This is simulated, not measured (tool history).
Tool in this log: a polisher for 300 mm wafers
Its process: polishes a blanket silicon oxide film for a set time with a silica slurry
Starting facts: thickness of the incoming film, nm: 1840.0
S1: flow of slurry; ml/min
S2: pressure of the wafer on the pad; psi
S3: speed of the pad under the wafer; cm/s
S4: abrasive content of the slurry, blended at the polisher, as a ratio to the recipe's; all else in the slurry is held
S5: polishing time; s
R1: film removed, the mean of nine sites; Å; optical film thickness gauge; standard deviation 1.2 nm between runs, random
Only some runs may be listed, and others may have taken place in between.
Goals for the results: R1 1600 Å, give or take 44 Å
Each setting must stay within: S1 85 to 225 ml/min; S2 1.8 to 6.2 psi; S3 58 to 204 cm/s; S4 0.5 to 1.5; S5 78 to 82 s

run,hour,S1,S2,S3,S4,S5,R1
1,0,145,4,130,1,78,2248.3
2,0.6,145,4,106,1,78,1908.5
3,4.9,140,3.9,106,1,78,1857.8
4,7.5,140,3.9,76,1,78,1414.6
5,9,145,3.9,76,1,78,1433
6,11.4,145,3.9,58,1,78,1147.5
7,13.7,145,4.1,58,1,78,1209.6
8,16.9,145,4.3,58,1,78,1265.9
9,25.8,145,4.5,58,1,78,1327.9
10,28.4,145,4.6,58,1,78,1359.9
11,36.2,145,4.7,58,1,78,1386.2
12,44.2,145,4.8,58,1,78,1417.9
13,52.9,145,4.8,58,1,78,1423.8
14,56,145,4.9,58,1,78,1429.5
15,58.3,145,5,58,1,78,1465.4
16,59.8,145,5.1,58,1,78,1503.3

Which one of the following 5 next-run settings gets every result inside its allowed miss? There is exactly one.
A,61.3,150,4.7,62,1.1,78,?
B,61.3,105,5.4,58,0.95,78,?
C,61.3,150,5.2,58,0.95,80,?
D,61.3,145,5.1,60,1,81,?
E,61.3,165,4.5,62,1,79,?

move,R1
A,1521
B,1427.4
C,1532.9
D,1589.9
E,1442.7
A: nearer than the last run, and not there yet
B: misses by more than the last run did
C: nearer than the last run, and not there yet
D: all results in spec
E: misses by more than the last run did
D is the move that brings every result within its allowed miss.

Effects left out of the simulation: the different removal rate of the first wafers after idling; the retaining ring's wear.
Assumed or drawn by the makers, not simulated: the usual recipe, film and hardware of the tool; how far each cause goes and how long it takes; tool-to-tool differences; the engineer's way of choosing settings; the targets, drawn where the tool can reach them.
